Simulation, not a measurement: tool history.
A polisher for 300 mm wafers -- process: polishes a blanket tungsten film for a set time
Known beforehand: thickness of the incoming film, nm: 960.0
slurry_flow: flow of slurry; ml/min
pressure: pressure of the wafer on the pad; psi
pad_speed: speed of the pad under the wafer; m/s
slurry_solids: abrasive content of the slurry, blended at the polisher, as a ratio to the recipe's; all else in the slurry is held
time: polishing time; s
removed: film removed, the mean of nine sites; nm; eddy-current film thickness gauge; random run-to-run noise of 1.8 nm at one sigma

run  hour  slurry_flow  pressure  pad_speed  slurry_solids  time  removed
  1   0.0          300       3.2       0.98            1.0    50   207.79
  2   7.4          305       3.4       0.98            1.0    50   219.32
  3  14.6          305       2.6       0.98            1.0    50   184.25
  4  20.1          315       3.0       0.98            1.0    50   201.46
  5  28.5          330       3.3       0.98            1.0    50   218.13
  6  33.8          330       3.3       0.86            1.0    50   187.38
  7  39.2          335       3.7       0.86            1.0    50   207.13

Run 8 has not been measured yet. What should we expect?
  8  40.4          340       3.9       0.86            1.0    50        ?

removed: 214.82 nm

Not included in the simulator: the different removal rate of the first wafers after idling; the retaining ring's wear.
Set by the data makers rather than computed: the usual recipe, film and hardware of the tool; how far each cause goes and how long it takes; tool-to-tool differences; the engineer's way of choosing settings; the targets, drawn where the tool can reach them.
